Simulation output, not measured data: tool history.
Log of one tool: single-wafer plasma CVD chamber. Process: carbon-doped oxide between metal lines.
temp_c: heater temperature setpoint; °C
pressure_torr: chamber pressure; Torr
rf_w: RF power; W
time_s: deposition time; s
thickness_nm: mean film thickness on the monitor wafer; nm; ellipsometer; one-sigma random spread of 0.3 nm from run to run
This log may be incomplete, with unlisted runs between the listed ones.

run,day,temp_c,pressure_torr,rf_w,time_s,thickness_nm
1,0,335,3.78,590,17.1,94.622
2,0.15,333,3.9,600,17.1,96.825
3,0.308,331,4.02,605,17.1,97.88
4,0.371,329,4.1,615,17.1,99.649
5,0.442,328,4.18,620,17.1,100.28
6,0.633,339,4.18,620,17.1,97.658
7,0.775,337,4.28,625,17.1,98.918

Run 8 is up next; what results do you expect?
8,0.938,335,4.37,630,17.1,?

{"run 8": {"thickness_nm": 99.996}}

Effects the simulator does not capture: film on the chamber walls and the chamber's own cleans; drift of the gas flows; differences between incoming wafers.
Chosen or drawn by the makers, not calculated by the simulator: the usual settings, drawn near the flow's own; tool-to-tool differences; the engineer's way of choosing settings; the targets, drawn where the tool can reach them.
